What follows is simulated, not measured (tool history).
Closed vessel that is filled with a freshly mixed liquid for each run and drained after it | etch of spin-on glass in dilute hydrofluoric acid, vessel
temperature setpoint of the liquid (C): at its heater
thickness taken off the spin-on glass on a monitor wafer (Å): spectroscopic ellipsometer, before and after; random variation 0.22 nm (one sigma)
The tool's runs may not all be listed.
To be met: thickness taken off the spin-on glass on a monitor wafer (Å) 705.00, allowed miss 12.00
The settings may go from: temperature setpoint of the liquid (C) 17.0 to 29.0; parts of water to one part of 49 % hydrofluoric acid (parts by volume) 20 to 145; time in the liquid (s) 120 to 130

| run | day | temperature setpoint of the liquid (C) | parts of water to one part of 49 % hydrofluoric acid (parts by volume) | time in the liquid (s) | thickness taken off the spin-on glass on a monitor wafer (Å) |
|---|---|---|---|---|---|
| 1 | 0.000 | 21.0 | 80 | 120 | 434.26 |
| 2 | 0.229 | 21.0 | 80 | 120 | 431.88 |
| 3 | 0.392 | 21.0 | 60 | 120 | 585.67 |
| 4 | 0.467 | 22.0 | 60 | 120 | 613.48 |
| 5 | 0.571 | 22.5 | 60 | 120 | 630.84 |
| 6 | 0.921 | 23.0 | 60 | 120 | 641.36 |
| 7 | 1.200 | 23.5 | 60 | 120 | 652.61 |
| 8 | 1.379 | 24.0 | 60 | 120 | 666.80 |
| 9 | 1.617 | 24.0 | 60 | 120 | 668.26 |
| 10 | 1.954 | 24.5 | 60 | 120 | 684.18 |

Which of these 5 next moves meets every target?
| A | 2.292 | 25.5 | 60 | 120 | ? |
| B | 2.292 | 23.0 | 60 | 125 | ? |
| C | 2.292 | 24.0 | 55 | 120 | ? |
| D | 2.292 | 22.0 | 55 | 130 | ? |
| E | 2.292 | 26.5 | 65 | 130 | ? |

| move | thickness taken off the spin-on glass on a monitor wafer (Å) |
|---|---|
| A | 707.80 |
| B | 665.88 |
| C | 731.33 |
| D | 729.43 |
| E | 731.73 |
A: meets every target
B: further off than the last run
C: takes the result that was furthest off past its target
D: takes the result that was furthest off past its target
E: takes the result that was furthest off past its target
Answer: A

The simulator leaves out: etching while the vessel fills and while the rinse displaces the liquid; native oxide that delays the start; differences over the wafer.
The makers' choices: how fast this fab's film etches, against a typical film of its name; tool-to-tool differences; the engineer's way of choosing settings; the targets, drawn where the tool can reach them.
